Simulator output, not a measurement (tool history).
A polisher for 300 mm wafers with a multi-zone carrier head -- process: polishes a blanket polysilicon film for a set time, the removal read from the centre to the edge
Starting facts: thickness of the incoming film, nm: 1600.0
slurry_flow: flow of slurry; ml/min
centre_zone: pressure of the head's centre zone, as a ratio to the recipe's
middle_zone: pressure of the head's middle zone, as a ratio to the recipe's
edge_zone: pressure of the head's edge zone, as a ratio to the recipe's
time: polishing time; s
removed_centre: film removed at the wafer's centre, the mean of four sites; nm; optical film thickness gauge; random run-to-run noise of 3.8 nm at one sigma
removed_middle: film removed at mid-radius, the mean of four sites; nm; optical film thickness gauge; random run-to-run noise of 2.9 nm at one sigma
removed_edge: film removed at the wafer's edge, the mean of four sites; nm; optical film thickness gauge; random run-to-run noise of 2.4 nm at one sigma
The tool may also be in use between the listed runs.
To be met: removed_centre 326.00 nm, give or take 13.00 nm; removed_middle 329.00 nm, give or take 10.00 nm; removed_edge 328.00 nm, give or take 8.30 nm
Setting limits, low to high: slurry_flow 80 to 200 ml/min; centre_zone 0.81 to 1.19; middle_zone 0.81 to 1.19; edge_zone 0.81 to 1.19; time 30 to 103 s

run	hour	slurry_flow	centre_zone	middle_zone	edge_zone	time	removed_centre	removed_middle	removed_edge
1	0.0	130	1.00	1.00	1.00	66	562.85	598.25	577.52
2	3.6	130	1.00	1.03	1.00	66	560.09	612.57	570.31
3	7.7	160	1.00	1.03	1.00	66	575.14	625.95	589.19
4	10.8	155	0.99	1.01	0.98	61	544.28	554.85	541.83
5	18.7	155	0.99	1.01	0.92	61	526.44	562.84	520.16
6	19.8	185	0.99	1.01	0.92	61	541.65	570.03	534.84
7	24.7	180	0.98	1.00	0.90	57	512.02	528.14	492.35
8	26.9	175	0.96	0.98	0.89	54	461.90	493.75	462.01
9	35.3	170	0.96	0.96	0.88	52	444.49	470.90	440.57
10	37.7	165	0.96	0.94	0.87	50	432.55	440.84	421.92
11	42.1	160	0.95	0.92	0.86	49	402.04	423.71	407.58
12	42.8	125	1.03	0.85	0.81	40	350.02	308.91	317.18
13	44.9	125	1.02	0.85	0.81	40	340.00	309.04	313.21
14	51.8	125	1.01	0.85	0.81	40	336.08	313.40	317.17
15	55.5	125	1.00	0.85	0.81	40	332.28	312.80	319.61
16	61.6	125	0.99	0.85	0.81	40	336.84	310.42	316.52
17	68.7	125	0.98	0.85	0.81	40	331.25	312.43	316.88
18	77.3	125	0.97	0.85	0.81	40	333.48	306.80	317.67
# hour 79.7: worn pad replaced by a new one
19	79.7	130	0.96	0.86	0.81	40	354.88	344.51	341.88
20	87.2	115	0.92	0.86	0.81	38	306.15	316.72	319.96

Next run, 4 choices. One meets every target within its allowed miss, the rest don't. Which?
A	94.7	95	0.86	0.86	0.83	38	?	?	?
B	94.7	110	0.95	0.89	0.82	39	?	?	?
C	94.7	110	0.88	0.95	0.89	37	?	?	?
D	94.7	115	0.83	0.95	0.86	37	?	?	?

move	removed_centre	removed_middle	removed_edge
A	279.90	311.98	318.36
B	327.07	337.24	330.64
C	287.37	337.09	324.67
D	273.22	339.71	321.51
A: its largest miss is bigger than the last run's
B: all results land within tolerance of their targets
C: its largest miss is bigger than the last run's
D: its largest miss is bigger than the last run's
B meets every target.

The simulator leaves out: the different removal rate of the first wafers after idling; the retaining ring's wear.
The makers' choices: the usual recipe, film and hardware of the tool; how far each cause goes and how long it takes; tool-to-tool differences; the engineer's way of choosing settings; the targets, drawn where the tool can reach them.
